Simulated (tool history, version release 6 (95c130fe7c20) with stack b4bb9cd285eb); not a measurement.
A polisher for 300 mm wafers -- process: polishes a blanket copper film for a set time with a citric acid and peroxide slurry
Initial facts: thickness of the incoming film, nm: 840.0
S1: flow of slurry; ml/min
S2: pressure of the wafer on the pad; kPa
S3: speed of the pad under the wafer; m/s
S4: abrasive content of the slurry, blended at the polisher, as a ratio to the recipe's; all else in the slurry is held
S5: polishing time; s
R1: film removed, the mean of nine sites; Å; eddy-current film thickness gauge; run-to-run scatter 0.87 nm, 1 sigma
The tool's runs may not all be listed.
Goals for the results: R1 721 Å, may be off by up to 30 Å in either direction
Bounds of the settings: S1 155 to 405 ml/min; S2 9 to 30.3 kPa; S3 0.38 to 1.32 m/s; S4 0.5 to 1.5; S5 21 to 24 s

run 1 hour=0 | S1=260 S2=19.3 S3=0.84 S4=1 S5=24 | R1=442.37
run 2 hour=1 | S1=260 S2=19.3 S3=0.94 S4=1 S5=24 | R1=511.91
run 3 hour=3 | S1=260 S2=19.3 S3=0.94 S4=1 S5=24 | R1=502.99
run 4 hour=9.1 | S1=260 S2=19.3 S3=0.94 S4=1.2 S5=24 | R1=526.04
run 5 hour=11.6 | S1=260 S2=19.3 S3=0.94 S4=1.2 S5=21 | R1=464.4
run 6 hour=13.2 | S1=260 S2=19.3 S3=0.94 S4=1.3 S5=21 | R1=462.51
run 7 hour=15.3 | S1=260 S2=20.7 S3=0.94 S4=1.3 S5=21 | R1=483.88
run 8 hour=15.9 | S1=260 S2=22.1 S3=0.96 S4=1.3 S5=21 | R1=528.77
run 9 hour=19.5 | S1=260 S2=23.4 S3=0.96 S4=1.3 S5=21 | R1=548.75

Exactly one of the 4 candidate moves below puts every result within its allowed miss. Which one?
run A hour=23.1 | S1=290 S2=30.3 S3=0.96 S4=1.25 S5=24 | R1=?
run B hour=23.1 | S1=245 S2=26.2 S3=1.12 S4=1.15 S5=24 | R1=?
run C hour=23.1 | S1=275 S2=23.4 S3=1.08 S4=1.3 S5=24 | R1=?
run D hour=23.1 | S1=155 S2=24.1 S3=0.76 S4=1.5 S5=21 | R1=?

move=A R1=781.54
move=B R1=780.96
move=C R1=713.48
move=D R1=452.16
A: pushes the last run's worst result past its target
B: pushes the last run's worst result past its target
C: all results in spec
D: the biggest miss grows against the last run
Go with C: it meets all targets.
